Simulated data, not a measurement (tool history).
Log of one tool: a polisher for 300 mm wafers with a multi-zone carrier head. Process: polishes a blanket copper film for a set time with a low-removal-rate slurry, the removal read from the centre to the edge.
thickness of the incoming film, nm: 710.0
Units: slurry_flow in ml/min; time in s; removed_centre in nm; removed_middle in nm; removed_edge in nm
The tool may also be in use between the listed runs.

run  hour  slurry_flow  centre_zone  middle_zone  edge_zone  slurry_solids  time  removed_centre  removed_middle  removed_edge
  1   0.0          285         1.00         1.00       1.00           1.00    43          77.489          76.510        76.625
  2   2.7          270         0.97         0.94       1.00           0.85    42          70.297          69.433        73.039
  3   4.0          270         0.89         0.94       1.00           0.85    42          64.656          70.854        71.633
  4   7.4          270         0.89         0.86       1.00           0.85    42          64.257          65.702        71.795
  5  15.9          260         0.90         0.84       1.01           0.75    41          61.638          61.172        69.642
  6  18.3          250         0.91         0.83       1.00           0.70    41          61.820          59.312        67.751
  7  27.1          240         0.91         0.82       1.01           0.65    41          60.115          57.509        69.104

Run 8 comes next. What will it give?
  8  34.1          230         0.91         0.82       0.99           0.65    41               ?               ?             ?

Run 8 gave removed_centre 60.262 nm, removed_middle 57.028 nm, removed_edge 66.989 nm.
